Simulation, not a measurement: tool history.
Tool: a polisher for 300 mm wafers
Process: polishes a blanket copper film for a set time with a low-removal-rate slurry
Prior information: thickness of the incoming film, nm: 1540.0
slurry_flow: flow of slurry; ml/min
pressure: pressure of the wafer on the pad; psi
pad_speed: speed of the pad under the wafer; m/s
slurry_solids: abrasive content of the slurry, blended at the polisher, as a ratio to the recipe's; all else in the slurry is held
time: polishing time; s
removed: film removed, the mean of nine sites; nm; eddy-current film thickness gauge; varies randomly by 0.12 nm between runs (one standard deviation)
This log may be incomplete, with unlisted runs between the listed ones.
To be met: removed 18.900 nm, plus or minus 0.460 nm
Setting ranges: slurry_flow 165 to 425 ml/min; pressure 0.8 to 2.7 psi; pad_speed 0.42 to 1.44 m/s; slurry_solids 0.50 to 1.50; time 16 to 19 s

run  hour  slurry_flow  pressure  pad_speed  slurry_solids  time  removed
  1   0.0          275       1.7       0.92           1.00    19   27.313
  2   6.5          275       1.4       0.92           1.00    19   22.600
  3   9.0          275       1.4       1.02           1.00    19   24.792
  4  12.0          275       1.4       0.82           1.00    19   20.214
  5  18.4          275       1.4       0.74           1.00    19   18.311
  6  21.0          305       1.4       0.74           1.00    19   18.308
  7  27.5          305       1.5       0.74           1.00    19   19.886
  8  33.6          295       1.5       0.74           1.00    19   19.668
  9  42.3          265       1.4       0.74           1.00    19   18.255
 10  49.2          270       1.4       0.74           1.00    19   18.169
 11  53.0          275       1.4       0.74           1.00    19   18.364

Consider the 5 candidate settings below. Which is the only one whose results all fall within their allowed miss of target?
  A  56.8          280       1.5       0.72           1.00    18        ?
  B  56.8          275       1.5       0.80           1.00    16        ?
  C  56.8          340       1.6       0.70           0.95    18        ?
  D  56.8          290       1.4       0.76           0.85    19        ?
  E  56.8          195       1.5       0.68           1.00    19        ?

move  removed
   A   18.145
   B   17.829
   C   18.824
   D   18.207
   E   17.609
A: its largest miss is bigger than the last run's
B: its largest miss is bigger than the last run's
C: all results land within tolerance of their targets
D: its largest miss is bigger than the last run's
E: its largest miss is bigger than the last run's
C is the move that brings every result within its allowed miss.
